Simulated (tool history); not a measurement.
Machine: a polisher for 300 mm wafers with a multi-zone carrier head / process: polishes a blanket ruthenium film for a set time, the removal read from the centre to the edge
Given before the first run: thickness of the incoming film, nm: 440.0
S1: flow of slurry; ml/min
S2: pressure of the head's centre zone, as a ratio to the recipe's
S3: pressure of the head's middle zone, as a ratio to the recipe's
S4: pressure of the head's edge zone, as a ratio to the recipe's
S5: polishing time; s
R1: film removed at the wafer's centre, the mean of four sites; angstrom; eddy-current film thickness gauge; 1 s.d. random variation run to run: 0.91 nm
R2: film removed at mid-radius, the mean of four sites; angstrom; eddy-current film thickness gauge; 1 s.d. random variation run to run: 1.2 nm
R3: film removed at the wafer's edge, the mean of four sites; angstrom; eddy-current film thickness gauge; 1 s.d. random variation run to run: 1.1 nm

| run | hour | S1 | S2 | S3 | S4 | S5 | R1 | R2 | R3 |
|---|---|---|---|---|---|---|---|---|---|
| 1 | 0.0 | 130 | 1.00 | 1.00 | 1.00 | 85 | 1081.6 | 1076.2 | 1121.7 |
| 2 | 7.5 | 135 | 0.99 | 1.01 | 1.03 | 89 | 1115.1 | 1142.1 | 1195.0 |
| 3 | 11.1 | 140 | 0.98 | 1.02 | 1.05 | 92 | 1155.9 | 1194.5 | 1264.7 |
| 4 | 13.3 | 155 | 0.98 | 1.02 | 1.05 | 92 | 1189.9 | 1210.9 | 1288.5 |
| 5 | 19.7 | 160 | 0.97 | 1.04 | 1.07 | 94 | 1235.2 | 1264.8 | 1314.4 |
| 6 | 26.7 | 160 | 0.97 | 1.04 | 1.01 | 94 | 1216.7 | 1280.3 | 1279.2 |

For run 7, what comes out?
| 7 | 31.3 | 160 | 0.96 | 1.05 | 1.03 | 97 | ? | ? | ? |

Run 7 came out at R1 1258.9 angstrom, R2 1314.7 angstrom, R3 1340.9 angstrom.

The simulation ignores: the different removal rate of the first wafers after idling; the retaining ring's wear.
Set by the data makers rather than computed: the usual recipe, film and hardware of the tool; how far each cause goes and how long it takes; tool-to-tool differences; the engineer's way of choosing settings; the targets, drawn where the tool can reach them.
